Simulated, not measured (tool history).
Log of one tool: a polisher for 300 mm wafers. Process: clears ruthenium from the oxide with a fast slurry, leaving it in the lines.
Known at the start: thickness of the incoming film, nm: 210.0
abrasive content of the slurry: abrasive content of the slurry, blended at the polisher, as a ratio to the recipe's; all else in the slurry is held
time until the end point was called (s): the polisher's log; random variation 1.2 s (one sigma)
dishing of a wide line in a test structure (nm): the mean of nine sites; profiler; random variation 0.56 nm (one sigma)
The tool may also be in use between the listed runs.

run	hour	flow of slurry (ml/min)	pressure of the wafer on the pad (kPa)	speed of the pad under the wafer (cm/s)	abrasive content of the slurry	overpolish time after the end point (s)	time until the end point was called (s)	dishing of a wide line in a test structure (nm)
1	0	200	22.8	90	1	27	43.333	92.876
2	3.1	200	22.8	104	1	27	37.209	108.42
3	7	165	22.8	104	1	27	38.518	101.95
4	11	165	27.6	104	1	27	34.48	120.04
5	18	165	27.6	114	1	27	30.811	128.38
6	26.2	165	27.6	114	0.9	27	31.62	124.71
7	33.6	155	24.8	112	0.85	24	37.304	99.724
8	40.1	150	22.1	108	0.9	21	42.225	82.145

Run 9 comes next. What will it give?
9	43	170	20	102	0.9	19	?	?

time until the end point was called (s): 45.965
dishing of a wide line in a test structure (nm): 67.436
